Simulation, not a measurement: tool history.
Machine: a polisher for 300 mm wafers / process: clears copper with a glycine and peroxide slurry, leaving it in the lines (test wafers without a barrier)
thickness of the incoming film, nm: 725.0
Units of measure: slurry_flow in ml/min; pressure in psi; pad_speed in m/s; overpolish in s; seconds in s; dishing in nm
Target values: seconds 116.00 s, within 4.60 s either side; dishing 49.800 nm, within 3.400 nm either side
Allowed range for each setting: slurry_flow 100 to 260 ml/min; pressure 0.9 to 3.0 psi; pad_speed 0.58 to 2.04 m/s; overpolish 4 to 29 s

Run 1, hour 0.0: slurry_flow 165 ml/min, pressure 1.9 psi, pad_speed 1.30 m/s, overpolish 15 s. Result: seconds 135.86 s, dishing 45.917 nm.
Run 2, hour 8.4: slurry_flow 170 ml/min, pressure 2.0 psi, pad_speed 1.30 m/s, overpolish 15 s. Result: seconds 132.20 s, dishing 45.844 nm.
Run 3, hour 9.6: slurry_flow 170 ml/min, pressure 1.7 psi, pad_speed 1.30 m/s, overpolish 15 s. Result: seconds 146.43 s, dishing 43.695 nm.
Run 4, hour 10.8: slurry_flow 135 ml/min, pressure 1.7 psi, pad_speed 1.30 m/s, overpolish 15 s. Result: seconds 156.19 s, dishing 41.244 nm.
Run 5, hour 16.2: slurry_flow 135 ml/min, pressure 1.7 psi, pad_speed 1.04 m/s, overpolish 15 s. Result: seconds 182.54 s, dishing 36.693 nm.
Run 6, hour 25.1: slurry_flow 175 ml/min, pressure 1.7 psi, pad_speed 1.04 m/s, overpolish 15 s. Result: seconds 172.32 s, dishing 37.361 nm.
Run 7, hour 32.6: slurry_flow 210 ml/min, pressure 2.3 psi, pad_speed 1.08 m/s, overpolish 16 s. Result: seconds 134.32 s, dishing 49.889 nm.
Run 8, hour 40.7: slurry_flow 210 ml/min, pressure 2.4 psi, pad_speed 1.08 m/s, overpolish 15 s. Result: seconds 128.08 s, dishing 47.303 nm.
Run 9, hour 44.1: slurry_flow 210 ml/min, pressure 2.5 psi, pad_speed 1.08 m/s, overpolish 15 s. Result: seconds 124.82 s, dishing 49.112 nm.

5 next moves are on the table. One of them brings every result within its allowed miss. Which?
Run A, hour 47.5: slurry_flow 210 ml/min, pressure 3.0 psi, pad_speed 1.06 m/s, overpolish 12 s. Result: seconds ?, dishing ?.
Run B, hour 47.5: slurry_flow 220 ml/min, pressure 2.4 psi, pad_speed 1.04 m/s, overpolish 17 s. Result: seconds ?, dishing ?.
Run C, hour 47.5: slurry_flow 230 ml/min, pressure 2.5 psi, pad_speed 1.12 m/s, overpolish 15 s. Result: seconds ?, dishing ?.
Run D, hour 47.5: slurry_flow 140 ml/min, pressure 2.1 psi, pad_speed 1.32 m/s, overpolish 16 s. Result: seconds ?, dishing ?.
Run E, hour 47.5: slurry_flow 210 ml/min, pressure 2.3 psi, pad_speed 1.06 m/s, overpolish 18 s. Result: seconds ?, dishing ?.

move  seconds  dishing
   A   108.14   46.255
   B   131.30   51.335
   C   118.88   50.265
   D   129.77   48.969
   E   134.62   52.345
A: pushes the last run's worst result past its target
B: further off than the last run
C: each result inside its tolerance
D: further off than the last run
E: further off than the last run
Move C is the one to make.

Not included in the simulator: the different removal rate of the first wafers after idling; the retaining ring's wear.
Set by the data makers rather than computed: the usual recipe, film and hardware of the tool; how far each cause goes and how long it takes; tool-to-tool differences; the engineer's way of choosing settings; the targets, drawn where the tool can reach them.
